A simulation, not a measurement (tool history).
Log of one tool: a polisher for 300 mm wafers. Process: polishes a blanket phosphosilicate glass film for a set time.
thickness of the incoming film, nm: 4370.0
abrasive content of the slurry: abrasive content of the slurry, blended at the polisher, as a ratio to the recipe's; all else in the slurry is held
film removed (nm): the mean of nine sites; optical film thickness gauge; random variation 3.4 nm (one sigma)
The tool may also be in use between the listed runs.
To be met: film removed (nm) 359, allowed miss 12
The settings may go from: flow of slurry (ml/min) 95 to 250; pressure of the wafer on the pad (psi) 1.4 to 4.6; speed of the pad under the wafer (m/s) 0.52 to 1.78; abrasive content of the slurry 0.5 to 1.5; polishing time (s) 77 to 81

run  hour  flow of slurry (ml/min)  pressure of the wafer on the pad (psi)  speed of the pad under the wafer (m/s)  abrasive content of the slurry  polishing time (s)  film removed (nm)
  1     0                      160                                       3                                    1.14                               1                  77             632.99
  2   8.3                      160                                       3                                    1.14                             0.9                  77             581.28
  3  11.1                      160                                       3                                    1.14                             0.9                  77             572.77
  4  19.4                      135                                       3                                    1.14                             0.9                  77             555.95
  5  21.8                      130                                     2.7                                    1.14                             0.9                  77             511.25
  6  25.7                      130                                     2.7                                    0.96                             0.9                  77              449.4
  7  29.2                      125                                     2.5                                    0.96                             0.9                  77             421.17
  8  37.3                      120                                     1.9                                    0.94                             0.9                  77             326.06
  9  43.7                      125                                       2                                    0.94                             0.9                  77             338.88

4 next moves are on the table. One of them brings every result within its allowed miss. Which?
  A  50.1                      130                                     1.6                                    0.94                               1                  81                  ?
  B  50.1                      130                                     2.2                                    0.84                             0.9                  77                  ?
  C  50.1                      100                                     2.7                                     0.9                             0.7                  80                  ?
  D  50.1                      100                                     2.3                                    0.92                            0.85                  81                  ?

move  film removed (nm)
   A             329.64
   B             337.92
   C              322.3
   D             353.51
A: further off than the last run
B: as far off as the last run
C: further off than the last run
D: meets every target
The right move is D.
